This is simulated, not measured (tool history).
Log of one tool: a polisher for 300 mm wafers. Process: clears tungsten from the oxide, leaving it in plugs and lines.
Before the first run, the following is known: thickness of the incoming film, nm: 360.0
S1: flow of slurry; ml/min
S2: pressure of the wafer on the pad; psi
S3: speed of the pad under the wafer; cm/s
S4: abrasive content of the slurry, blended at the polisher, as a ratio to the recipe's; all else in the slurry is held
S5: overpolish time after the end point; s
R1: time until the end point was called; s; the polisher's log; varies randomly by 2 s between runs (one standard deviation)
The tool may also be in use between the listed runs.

run,hour,S1,S2,S3,S4,S5,R1
1,0,210,4.1,128,1,8,56.514
2,1.6,210,3.6,124,1,8,60.704
3,3.6,210,3.6,124,1,8,62.226
4,10.5,160,3.6,124,1,8,64.97
5,19.1,160,3.2,116,1,8,74.196
6,22.4,125,3.2,116,1,8,77.89
7,23.4,125,2.9,112,1,8,86.667
8,27.4,125,2.7,110,1,8,88.722
9,30.8,125,2.5,108,1,8,92.181

The next listed run, before its measurement:
10,34.6,125,2.4,106,1,8,?

{"run 10": {"R1": 98.736}}

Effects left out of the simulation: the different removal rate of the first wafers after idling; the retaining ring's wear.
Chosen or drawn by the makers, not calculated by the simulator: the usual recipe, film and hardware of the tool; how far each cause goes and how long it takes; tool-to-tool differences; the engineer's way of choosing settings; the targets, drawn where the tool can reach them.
